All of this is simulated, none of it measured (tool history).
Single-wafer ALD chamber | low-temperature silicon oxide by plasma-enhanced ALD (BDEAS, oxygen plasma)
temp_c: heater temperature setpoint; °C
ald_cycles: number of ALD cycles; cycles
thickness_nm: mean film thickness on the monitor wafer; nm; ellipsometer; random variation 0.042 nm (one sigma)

run,hour,temp_c,ald_cycles,thickness_nm
1,0.0,105,66,9.3512
2,1.4,105,58,8.2310
3,8.0,111,58,8.1482
4,16.2,116,58,8.0621
5,17.5,106,58,8.2057
6,22.2,106,66,9.3430
7,26.5,105,68,9.6611
8,30.9,104,70,9.9089
9,39.1,103,71,10.0590

Expected results for the next run?
10,41.7,102,72,?

{"run 10": {"thickness_nm": 10.346}}

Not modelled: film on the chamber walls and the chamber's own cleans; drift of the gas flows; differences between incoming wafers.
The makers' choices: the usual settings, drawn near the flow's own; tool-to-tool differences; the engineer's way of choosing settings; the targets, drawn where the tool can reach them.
